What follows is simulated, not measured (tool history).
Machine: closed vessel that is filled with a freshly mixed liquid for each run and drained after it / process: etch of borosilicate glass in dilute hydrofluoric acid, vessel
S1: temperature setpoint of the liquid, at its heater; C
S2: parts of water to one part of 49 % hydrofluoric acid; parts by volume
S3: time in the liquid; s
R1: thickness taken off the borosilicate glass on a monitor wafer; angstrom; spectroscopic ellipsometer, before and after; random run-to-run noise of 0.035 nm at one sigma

Run 1, hour 0.0: S1 20.0 C, S2 110 parts by volume, S3 30 s. Result: R1 42.101 angstrom.
Run 2, hour 5.7: S1 20.0 C, S2 110 parts by volume, S3 30 s. Result: R1 41.871 angstrom.
Run 3, hour 12.9: S1 23.0 C, S2 110 parts by volume, S3 30 s. Result: R1 47.596 angstrom.
Run 4, hour 16.5: S1 25.0 C, S2 110 parts by volume, S3 30 s. Result: R1 51.963 angstrom.
Run 5, hour 17.4: S1 25.5 C, S2 105 parts by volume, S3 30 s. Result: R1 55.498 angstrom.
Run 6, hour 21.6: S1 25.5 C, S2 105 parts by volume, S3 30 s. Result: R1 55.317 angstrom.
Run 7, hour 28.5: S1 26.0 C, S2 100 parts by volume, S3 30 s. Result: R1 59.602 angstrom.
Run 8, hour 36.8: S1 26.0 C, S2 95 parts by volume, S3 30 s. Result: R1 63.492 angstrom.

Expected results for the next run?
Run 9, hour 37.5: S1 26.0 C, S2 90 parts by volume, S3 30 s. Result: R1 ?.

{"run 9": {"R1": 67.075}}

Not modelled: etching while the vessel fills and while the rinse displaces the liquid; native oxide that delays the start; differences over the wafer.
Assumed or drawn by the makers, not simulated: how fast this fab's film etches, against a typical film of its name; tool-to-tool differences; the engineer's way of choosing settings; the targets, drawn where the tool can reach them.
